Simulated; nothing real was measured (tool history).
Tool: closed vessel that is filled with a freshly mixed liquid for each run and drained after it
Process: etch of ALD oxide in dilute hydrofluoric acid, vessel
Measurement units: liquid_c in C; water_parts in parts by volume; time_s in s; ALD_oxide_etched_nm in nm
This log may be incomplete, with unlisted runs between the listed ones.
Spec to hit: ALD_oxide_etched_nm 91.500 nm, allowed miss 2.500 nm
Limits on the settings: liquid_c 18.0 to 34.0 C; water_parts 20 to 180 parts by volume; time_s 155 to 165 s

run  hour  liquid_c  water_parts  time_s  ALD_oxide_etched_nm
  1   0.0      26.0          100     155               45.507
  2   2.9      26.0           70     155               68.752
  3   4.0      24.0           70     155               61.819
  4   8.9      26.5           70     155               69.526
  5  13.5      26.5           70     155               67.688
  6  20.1      26.5           70     165               73.849
  7  22.7      26.5           70     165               73.013
  8  24.1      28.5           70     165               78.783
  9  28.8      28.5           70     165               80.385
 10  34.1      29.5           70     165               82.617
 11  38.9      30.5           70     165               86.768
 12  47.5      31.0           70     165               87.145

Next run, 4 choices. One meets every target within its allowed miss, the rest don't. Which?
  A  56.1      33.5           75     155                    ?
  B  56.1      34.0           75     165                    ?
  C  56.1      30.0           70     165                    ?
  D  56.1      31.0           75     165                    ?

move  ALD_oxide_etched_nm
   A               83.280
   B               90.313
   C               83.845
   D               80.700
A: misses by more than the last run did
B: every result within its allowed miss
C: misses by more than the last run did
D: misses by more than the last run did
B is the move that brings every result within its allowed miss.
